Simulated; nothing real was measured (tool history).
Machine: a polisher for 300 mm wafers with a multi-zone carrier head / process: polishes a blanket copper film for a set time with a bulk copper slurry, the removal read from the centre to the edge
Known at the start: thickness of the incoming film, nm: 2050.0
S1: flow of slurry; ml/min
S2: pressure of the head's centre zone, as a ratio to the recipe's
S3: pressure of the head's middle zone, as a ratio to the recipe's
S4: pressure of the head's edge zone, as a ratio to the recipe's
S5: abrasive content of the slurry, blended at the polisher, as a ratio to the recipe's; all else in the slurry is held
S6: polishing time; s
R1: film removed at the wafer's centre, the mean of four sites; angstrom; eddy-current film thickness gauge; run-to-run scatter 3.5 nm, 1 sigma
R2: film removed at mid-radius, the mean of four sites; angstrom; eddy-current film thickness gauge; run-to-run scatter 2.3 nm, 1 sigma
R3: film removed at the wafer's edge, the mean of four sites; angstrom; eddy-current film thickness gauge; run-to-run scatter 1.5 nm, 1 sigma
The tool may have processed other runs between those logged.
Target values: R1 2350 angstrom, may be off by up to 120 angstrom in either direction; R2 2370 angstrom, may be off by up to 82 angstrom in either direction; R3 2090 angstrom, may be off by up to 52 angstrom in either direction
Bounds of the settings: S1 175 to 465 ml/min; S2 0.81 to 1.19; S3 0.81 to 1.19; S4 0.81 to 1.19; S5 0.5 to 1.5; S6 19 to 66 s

| run | hour | S1 | S2 | S3 | S4 | S5 | S6 | R1 | R2 | R3 |
|---|---|---|---|---|---|---|---|---|---|---|
| 1 | 0 | 295 | 1 | 1 | 1 | 1 | 42 | 3216.2 | 3139.1 | 3179.2 |
| 2 | 5.8 | 295 | 1 | 1.01 | 0.98 | 0.95 | 41 | 3069 | 3040.8 | 3059 |
| 3 | 10.4 | 295 | 1.01 | 1.03 | 0.96 | 0.9 | 39 | 2911.6 | 2912.7 | 2787.1 |
| 4 | 15.1 | 295 | 1.01 | 1.03 | 1.02 | 0.9 | 39 | 2979.2 | 2947.8 | 2897.4 |
| 5 | 16.1 | 295 | 1.01 | 1.03 | 1.02 | 1 | 39 | 3012.8 | 3054.3 | 2967.2 |
| 6 | 23.9 | 295 | 1.01 | 1.04 | 1 | 0.95 | 38 | 2852.1 | 2971.6 | 2823.3 |
| 7 | 25.8 | 295 | 1.01 | 1.04 | 0.98 | 0.9 | 37 | 2824.2 | 2787.7 | 2720.5 |
| 8 | 29.3 | 295 | 1.01 | 1.06 | 0.96 | 0.85 | 36 | 2655.5 | 2784.5 | 2549.4 |
| 9 | 33.8 | 270 | 1.04 | 0.96 | 0.86 | 0.6 | 35 | 2492.5 | 2337.7 | 2207.5 |

Exercise: of the 4 proposed moves below, exactly one satisfies all targets within the stated allowed misses. Which move is it?
| A | 38.3 | 250 | 1.04 | 1.06 | 0.85 | 0.65 | 33 | ? | ? | ? |
| B | 38.3 | 235 | 0.93 | 1 | 0.85 | 0.65 | 36 | ? | ? | ? |
| C | 38.3 | 300 | 1.08 | 1.01 | 0.81 | 0.6 | 32 | ? | ? | ? |
| D | 38.3 | 235 | 1.03 | 0.94 | 0.86 | 0.7 | 36 | ? | ? | ? |

| move | R1 | R2 | R3 |
|---|---|---|---|
| A | 2351.4 | 2410.7 | 2085.5 |
| B | 2292.7 | 2492.8 | 2263.2 |
| C | 2379.8 | 2262.9 | 1982.7 |
| D | 2553 | 2407.1 | 2308.5 |
A: all results in spec
B: misses by more than the last run did
C: the result that was furthest off in the last run now lies on the other side of its target
D: misses by more than the last run did
The move that meets every target is A.

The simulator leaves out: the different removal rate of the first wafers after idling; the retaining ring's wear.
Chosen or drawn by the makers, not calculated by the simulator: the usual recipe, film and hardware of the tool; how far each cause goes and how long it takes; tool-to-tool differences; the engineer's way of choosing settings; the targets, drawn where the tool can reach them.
